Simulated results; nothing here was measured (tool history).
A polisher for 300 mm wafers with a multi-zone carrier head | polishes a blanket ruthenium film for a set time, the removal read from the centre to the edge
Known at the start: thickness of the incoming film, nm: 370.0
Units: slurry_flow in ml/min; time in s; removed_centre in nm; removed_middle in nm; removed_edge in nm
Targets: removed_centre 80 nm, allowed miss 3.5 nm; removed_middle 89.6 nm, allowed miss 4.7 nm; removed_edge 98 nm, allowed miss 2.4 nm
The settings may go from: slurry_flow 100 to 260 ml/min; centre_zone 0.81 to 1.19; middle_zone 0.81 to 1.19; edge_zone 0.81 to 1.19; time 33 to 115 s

run    day  slurry_flow  centre_zone  middle_zone  edge_zone  time  removed_centre  removed_middle  removed_edge
  1      0          165            1            1          1    73          131.71          134.95        137.46
  2  0.062          160         0.98         0.98       0.99    70          125.22          125.61        131.02
  3  0.204          155         0.96         0.98       0.99    67          114.09           117.9        122.36
  4  0.233          150         0.94         0.97       0.99    66           112.7          117.31        119.19
  5  0.362          145         0.92         0.96       1.02    64          104.44           111.5        118.31
  6  0.408          145         0.98         0.96       1.02    64          111.28          110.55        118.89
  7  0.446          140         0.96         0.95       1.02    63          106.99          108.72        115.76
  8  0.517          105         0.86         0.85       1.01    53          74.997           78.49         93.72
  9  0.883          110         0.86         0.86       1.01    53          75.427          78.961         93.52
 10  1.208          115         0.86         0.87       1.01    53          76.454          80.634        93.823
 11  1.492          120         0.86         0.88       1.01    53          77.969           83.55          95.6
 12  1.788          125         0.86         0.88       1.01    53          78.905          80.742        96.491
 13  1.962          125         0.86         0.89       1.01    53          77.177          80.926        95.147
 14  2.317          125         0.86          0.9       1.01    53          77.275          83.081        95.774
 15  2.433          125         0.86         0.91       1.01    53          76.891          84.107        95.768
 16  2.588          125         0.86         0.92       1.01    53          77.488          85.159        95.899
 17  2.817          125         0.86         0.93       1.01    53          77.237          85.383        95.171

4 next moves are on the table. One of them brings every result within its allowed miss. Which?
  A  3.046          135         0.83         0.93       1.18    50               ?               ?             ?
  B  3.046          100         0.88            1       1.02    53               ?               ?             ?
  C  3.046          160         0.85         0.81       1.05    51               ?               ?             ?
  D  3.046          120         0.89         0.99        1.1    53               ?               ?             ?

move  removed_centre  removed_middle  removed_edge
   A          73.467          83.549        99.986
   B          76.263          87.705        93.652
   C          79.538          78.551        98.524
   D           81.21          90.962        100.32
A: brings the result that was furthest off to its target, and leaves another outside
B: further off than the last run
C: brings the result that was furthest off to its target, and leaves another outside
D: meets every target
Answer: D
